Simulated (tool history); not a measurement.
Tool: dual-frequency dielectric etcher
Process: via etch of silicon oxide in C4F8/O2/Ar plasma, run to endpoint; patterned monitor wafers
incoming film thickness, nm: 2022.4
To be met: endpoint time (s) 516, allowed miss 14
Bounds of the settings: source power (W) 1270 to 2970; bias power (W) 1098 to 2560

{"run": 1, "day": 0.0, "source power (W)": 2120, "bias power (W)": 1829, "endpoint time (s)": 405.89}
{"run": 2, "day": 0.15, "source power (W)": 1830, "bias power (W)": 1658, "endpoint time (s)": 459.92}
{"run": 3, "day": 0.417, "source power (W)": 1830, "bias power (W)": 1963, "endpoint time (s)": 436.59}
{"run": 4, "day": 0.667, "source power (W)": 1660, "bias power (W)": 1930, "endpoint time (s)": 472.51}
{"run": 5, "day": 0.792, "source power (W)": 1850, "bias power (W)": 1930, "endpoint time (s)": 435.94}
{"run": 6, "day": 0.904, "source power (W)": 1850, "bias power (W)": 2162, "endpoint time (s)": 412.22}
{"run": 7, "day": 1.096, "source power (W)": 1660, "bias power (W)": 2112, "endpoint time (s)": 460.41}
{"run": 8, "day": 1.2, "source power (W)": 1350, "bias power (W)": 2078, "endpoint time (s)": 546.02}
{"run": 9, "day": 1.346, "source power (W)": 1490, "bias power (W)": 2093, "endpoint time (s)": 495.75}

Which of these 4 next moves meets every target?
{"run": "A", "day": 1.492, "source power (W)": 1480, "bias power (W)": 1894, "endpoint time (s)": "?"}
{"run": "B", "day": 1.492, "source power (W)": 1530, "bias power (W)": 2201, "endpoint time (s)": "?"}
{"run": "C", "day": 1.492, "source power (W)": 1530, "bias power (W)": 2300, "endpoint time (s)": "?"}
{"run": "D", "day": 1.492, "source power (W)": 1610, "bias power (W)": 1997, "endpoint time (s)": "?"}

move=A endpoint_time_(s)=517.82
move=B endpoint_time_(s)=477
move=C endpoint_time_(s)=469.45
move=D endpoint_time_(s)=474.27
A: meets every target
B: further off than the last run
C: further off than the last run
D: further off than the last run
The right move is A.

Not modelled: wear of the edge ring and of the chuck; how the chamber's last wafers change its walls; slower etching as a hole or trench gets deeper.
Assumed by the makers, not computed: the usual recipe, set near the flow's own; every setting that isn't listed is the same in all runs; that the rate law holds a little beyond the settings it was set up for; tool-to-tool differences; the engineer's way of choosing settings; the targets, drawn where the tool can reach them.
